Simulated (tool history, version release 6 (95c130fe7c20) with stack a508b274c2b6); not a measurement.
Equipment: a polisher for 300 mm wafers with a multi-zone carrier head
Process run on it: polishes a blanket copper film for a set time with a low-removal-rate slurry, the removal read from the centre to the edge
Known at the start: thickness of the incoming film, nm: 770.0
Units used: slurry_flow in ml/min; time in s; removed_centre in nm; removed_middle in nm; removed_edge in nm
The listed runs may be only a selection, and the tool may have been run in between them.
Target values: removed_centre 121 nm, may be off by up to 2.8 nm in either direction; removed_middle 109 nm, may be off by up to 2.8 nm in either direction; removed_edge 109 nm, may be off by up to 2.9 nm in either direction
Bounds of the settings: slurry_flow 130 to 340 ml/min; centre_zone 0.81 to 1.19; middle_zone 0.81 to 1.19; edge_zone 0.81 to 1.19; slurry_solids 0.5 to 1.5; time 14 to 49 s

run  hour  slurry_flow  centre_zone  middle_zone  edge_zone  slurry_solids  time  removed_centre  removed_middle  removed_edge
  1     0          220            1            1          1              1    31          75.594          76.111        77.148
  2   8.2          270            1            1          1              1    31          78.978           78.75        77.116
  3  13.3          265         1.02         1.01       1.02           1.05    32          82.936              82         81.34
  4  18.5          265         1.02         1.09       1.02           1.05    32          83.246          86.668        82.771
  5  20.2          265         0.95         1.09       1.02           1.05    32          77.404          86.252        82.316
  6  23.2          270         0.98         1.09       1.04            1.1    32          80.681          89.041        83.234
  7  25.7          260         1.01         1.07       1.05           1.15    33          85.721          89.781        86.812
  8  31.6          260         1.03         1.07       1.06            1.2    34          92.243          94.734         89.39
  9  37.6          260         1.03         1.07       1.06            1.2    34          90.417           94.01        90.842
 10  38.2          310         1.13          1.1       1.16           1.45    35          107.92          104.28        103.41

Exercise: of the 5 proposed moves below, exactly one satisfies all targets within the stated allowed misses. Which move is it?
  A  38.8          320         1.15         1.16       1.12           1.45    36               ?               ?             ?
  B  38.8          270         0.92         1.01       1.19            1.3    40               ?               ?             ?
  C  38.8          340         1.12         1.01       1.06           1.45    39               ?               ?             ?
  D  38.8          270         1.06         1.06       1.19            1.5    38               ?               ?             ?
  E  38.8          270         1.06         1.03       1.08            1.5    40               ?               ?             ?

move  removed_centre  removed_middle  removed_edge
   A          113.81          112.22        102.08
   B          96.965          106.79         113.4
   C          120.67          108.63        108.24
   D          109.14          108.45        110.54
   E          114.86          111.42        110.75
A: moves toward the targets from the last run without getting all of them in spec
B: moves away from the targets compared with the last run
C: each result inside its tolerance
D: moves toward the targets from the last run without getting all of them in spec
E: moves toward the targets from the last run without getting all of them in spec
C is the move that brings every result within its allowed miss.

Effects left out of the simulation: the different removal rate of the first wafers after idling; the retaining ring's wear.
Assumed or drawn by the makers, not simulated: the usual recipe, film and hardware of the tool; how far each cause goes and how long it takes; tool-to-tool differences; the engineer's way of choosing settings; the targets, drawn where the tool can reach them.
